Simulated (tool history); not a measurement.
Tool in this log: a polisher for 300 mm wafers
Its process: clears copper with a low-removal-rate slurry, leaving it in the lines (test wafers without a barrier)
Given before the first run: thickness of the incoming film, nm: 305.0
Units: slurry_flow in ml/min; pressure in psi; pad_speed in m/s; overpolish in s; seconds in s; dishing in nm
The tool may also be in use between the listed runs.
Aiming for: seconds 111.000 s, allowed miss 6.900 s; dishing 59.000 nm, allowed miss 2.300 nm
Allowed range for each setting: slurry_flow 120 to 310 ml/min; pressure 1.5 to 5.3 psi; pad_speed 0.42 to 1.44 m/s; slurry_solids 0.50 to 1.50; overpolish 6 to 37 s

run 1 hour=0.0 | slurry_flow=200 pressure=3.4 pad_speed=0.92 slurry_solids=1.00 overpolish=19 | seconds=106.400 dishing=37.992
run 2 hour=3.7 | slurry_flow=200 pressure=3.4 pad_speed=0.92 slurry_solids=1.00 overpolish=16 | seconds=108.130 dishing=31.392
run 3 hour=9.6 | slurry_flow=175 pressure=3.4 pad_speed=0.92 slurry_solids=1.00 overpolish=16 | seconds=110.400 dishing=31.062
run 4 hour=11.1 | slurry_flow=170 pressure=3.4 pad_speed=0.92 slurry_solids=1.00 overpolish=19 | seconds=112.900 dishing=35.742
run 5 hour=13.7 | slurry_flow=170 pressure=2.6 pad_speed=0.92 slurry_solids=1.00 overpolish=19 | seconds=146.770 dishing=28.462
run 6 hour=21.7 | slurry_flow=160 pressure=2.9 pad_speed=0.92 slurry_solids=1.00 overpolish=22 | seconds=135.240 dishing=35.203
run 7 hour=28.2 | slurry_flow=160 pressure=3.1 pad_speed=0.92 slurry_solids=1.00 overpolish=24 | seconds=119.960 dishing=40.586
run 8 hour=35.1 | slurry_flow=155 pressure=2.9 pad_speed=1.00 slurry_solids=1.00 overpolish=33 | seconds=123.820 dishing=52.666
run 9 hour=38.4 | slurry_flow=160 pressure=3.0 pad_speed=1.00 slurry_solids=1.00 overpolish=33 | seconds=118.600 dishing=54.105
run 10 hour=43.0 | slurry_flow=160 pressure=3.1 pad_speed=1.00 slurry_solids=1.00 overpolish=33 | seconds=115.960 dishing=56.577

4 candidate next runs follow, results not yet known. Just one meets every target within its allowed miss. Identify it.
run A hour=47.6 | slurry_flow=145 pressure=3.4 pad_speed=1.08 slurry_solids=1.05 overpolish=32 | seconds=? dishing=?
run B hour=47.6 | slurry_flow=185 pressure=3.2 pad_speed=1.06 slurry_solids=1.05 overpolish=33 | seconds=? dishing=?
run C hour=47.6 | slurry_flow=120 pressure=3.8 pad_speed=1.04 slurry_solids=1.10 overpolish=32 | seconds=? dishing=?
run D hour=47.6 | slurry_flow=145 pressure=2.9 pad_speed=1.08 slurry_solids=1.30 overpolish=34 | seconds=? dishing=?

move=A seconds=96.552 dishing=62.707
move=B seconds=98.666 dishing=62.858
move=C seconds=94.198 dishing=64.499
move=D seconds=108.190 dishing=59.334
A: takes the biggest miss from the last run beyond its target
B: takes the biggest miss from the last run beyond its target
C: takes the biggest miss from the last run beyond its target
D: all results land within tolerance of their targets
Go with D: it meets all targets.
